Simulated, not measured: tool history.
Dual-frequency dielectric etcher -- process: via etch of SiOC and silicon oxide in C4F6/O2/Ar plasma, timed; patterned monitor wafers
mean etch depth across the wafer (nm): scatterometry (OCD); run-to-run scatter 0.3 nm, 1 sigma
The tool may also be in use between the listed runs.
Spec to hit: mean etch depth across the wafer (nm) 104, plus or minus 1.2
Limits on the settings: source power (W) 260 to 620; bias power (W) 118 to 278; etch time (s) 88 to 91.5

run	hour	source power (W)	bias power (W)	etch time (s)	mean etch depth across the wafer (nm)
1	0	440	198	88	118.64
2	8.6	510	198	88	125.24
3	11.4	560	198	88	130.84
4	17.9	560	198	88	130.41
5	22.8	510	196	88	124.78
# hour 30.9: bias power generator calibrated
6	30.9	470	194	88	122.24
7	39.4	430	188	88	116.27
8	47	400	187	88	112.95
9	53.4	310	183	88	100.54
10	57.5	320	183	88	102.4

4 candidate next runs follow, results not yet known. Just one meets every target within its allowed miss. Identify it.
A	61.6	300	187	88.5	?
B	61.6	300	177	89	?
C	61.6	310	191	89	?
D	61.6	320	178	88	?

move	mean etch depth across the wafer (nm)
A	100.28
B	98.726
C	103.06
D	100.48
A: moves away from the targets compared with the last run
B: moves away from the targets compared with the last run
C: meets every target
D: moves away from the targets compared with the last run
The right move is C.
